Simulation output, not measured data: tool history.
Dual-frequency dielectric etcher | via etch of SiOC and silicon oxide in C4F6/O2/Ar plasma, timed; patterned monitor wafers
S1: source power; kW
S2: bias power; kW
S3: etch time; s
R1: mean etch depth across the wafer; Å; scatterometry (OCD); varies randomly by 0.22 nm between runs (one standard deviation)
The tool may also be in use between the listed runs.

| run | day | S1 | S2 | S3 | R1 |
|---|---|---|---|---|---|
| 1 | 0.000 | 0.330 | 0.232 | 65.5 | 712.93 |
| 2 | 0.354 | 0.330 | 0.258 | 65.5 | 734.16 |
| 3 | 0.417 | 0.330 | 0.226 | 65.5 | 708.91 |
| 4 | 0.492 | 0.310 | 0.226 | 65.5 | 688.24 |
| 5 | 0.738 | 0.310 | 0.226 | 68.5 | 724.57 |
| 6 | 0.892 | 0.300 | 0.220 | 68.5 | 709.60 |
| 7 | 0.946 | 0.290 | 0.215 | 68.5 | 695.61 |
| 8 | 1.208 | 0.280 | 0.210 | 68.5 | 677.89 |

Forecast run 9:
| 9 | 1.546 | 0.270 | 0.207 | 68.5 | ? |

R1: 668.78 Å
